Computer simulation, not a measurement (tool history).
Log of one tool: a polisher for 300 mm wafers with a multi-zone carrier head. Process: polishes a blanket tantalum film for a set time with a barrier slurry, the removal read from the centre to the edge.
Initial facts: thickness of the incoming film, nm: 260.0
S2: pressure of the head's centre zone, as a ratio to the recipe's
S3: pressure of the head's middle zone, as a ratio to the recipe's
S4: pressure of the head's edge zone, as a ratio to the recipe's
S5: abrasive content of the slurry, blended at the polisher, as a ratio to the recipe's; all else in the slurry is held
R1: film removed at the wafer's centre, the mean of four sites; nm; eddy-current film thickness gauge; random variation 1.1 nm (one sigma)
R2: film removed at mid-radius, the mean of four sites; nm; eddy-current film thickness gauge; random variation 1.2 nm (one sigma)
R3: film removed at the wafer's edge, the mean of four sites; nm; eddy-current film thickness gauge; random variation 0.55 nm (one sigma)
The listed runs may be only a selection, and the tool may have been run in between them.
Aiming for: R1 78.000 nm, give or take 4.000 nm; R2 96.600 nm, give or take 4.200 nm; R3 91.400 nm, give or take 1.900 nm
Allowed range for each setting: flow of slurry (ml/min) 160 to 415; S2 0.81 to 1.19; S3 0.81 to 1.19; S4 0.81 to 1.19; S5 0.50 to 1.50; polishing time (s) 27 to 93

Run 1, hour 0.0: flow of slurry (ml/min) 265, S2 1.00, S3 1.00, S4 1.00, S5 1.00, polishing time (s) 59. Result: R1 107.400 nm, R2 110.870 nm, R3 107.720 nm.
Run 2, hour 8.6: flow of slurry (ml/min) 265, S2 1.00, S3 1.00, S4 1.00, S5 0.90, polishing time (s) 59. Result: R1 103.590 nm, R2 105.150 nm, R3 102.580 nm.
Run 3, hour 9.4: flow of slurry (ml/min) 265, S2 1.00, S3 1.00, S4 1.00, S5 0.90, polishing time (s) 52. Result: R1 91.851 nm, R2 92.511 nm, R3 90.012 nm.
Run 4, hour 16.0: flow of slurry (ml/min) 265, S2 1.00, S3 1.00, S4 1.00, S5 1.00, polishing time (s) 52. Result: R1 94.334 nm, R2 96.662 nm, R3 94.932 nm.
Run 5, hour 18.0: flow of slurry (ml/min) 265, S2 1.00, S3 0.93, S4 1.00, S5 1.00, polishing time (s) 52. Result: R1 96.449 nm, R2 93.975 nm, R3 95.523 nm.
Run 6, hour 20.4: flow of slurry (ml/min) 255, S2 0.96, S3 0.95, S4 0.99, S5 1.00, polishing time (s) 52. Result: R1 91.020 nm, R2 94.652 nm, R3 95.214 nm.
Run 7, hour 26.5: flow of slurry (ml/min) 250, S2 0.93, S3 0.97, S4 0.98, S5 1.00, polishing time (s) 52. Result: R1 87.597 nm, R2 94.279 nm, R3 93.385 nm.
Run 8, hour 27.1: flow of slurry (ml/min) 245, S2 0.91, S3 0.99, S4 0.98, S5 1.00, polishing time (s) 52. Result: R1 86.924 nm, R2 95.615 nm, R3 93.168 nm.
Run 9, hour 29.9: flow of slurry (ml/min) 240, S2 0.88, S3 1.00, S4 0.98, S5 1.00, polishing time (s) 52. Result: R1 84.078 nm, R2 95.977 nm, R3 93.299 nm.

Exercise: of the 4 proposed moves below, exactly one satisfies all targets within the stated allowed misses. Which move is it?
Run A, hour 32.7: flow of slurry (ml/min) 210, S2 0.85, S3 1.07, S4 0.99, S5 1.10, polishing time (s) 49. Result: R1 ?, R2 ?, R3 ?.
Run B, hour 32.7: flow of slurry (ml/min) 255, S2 0.82, S3 1.19, S4 0.92, S5 0.90, polishing time (s) 55. Result: R1 ?, R2 ?, R3 ?.
Run C, hour 32.7: flow of slurry (ml/min) 245, S2 0.81, S3 1.10, S4 0.96, S5 1.05, polishing time (s) 53. Result: R1 ?, R2 ?, R3 ?.
Run D, hour 32.7: flow of slurry (ml/min) 275, S2 0.88, S3 1.13, S4 0.88, S5 1.10, polishing time (s) 53. Result: R1 ?, R2 ?, R3 ?.

move      R1       R2      R3
   A  76.439   95.530  90.213
   B  77.824  106.600  91.619
   C  78.971  104.960  95.970
   D  88.617  109.740  95.323
A: every result lands within tolerance
B: corrects the largest miss of the last run, while another result sits out of spec
C: corrects the largest miss of the last run, while another result sits out of spec
D: its largest miss is bigger than the last run's
Move A is the one to make.
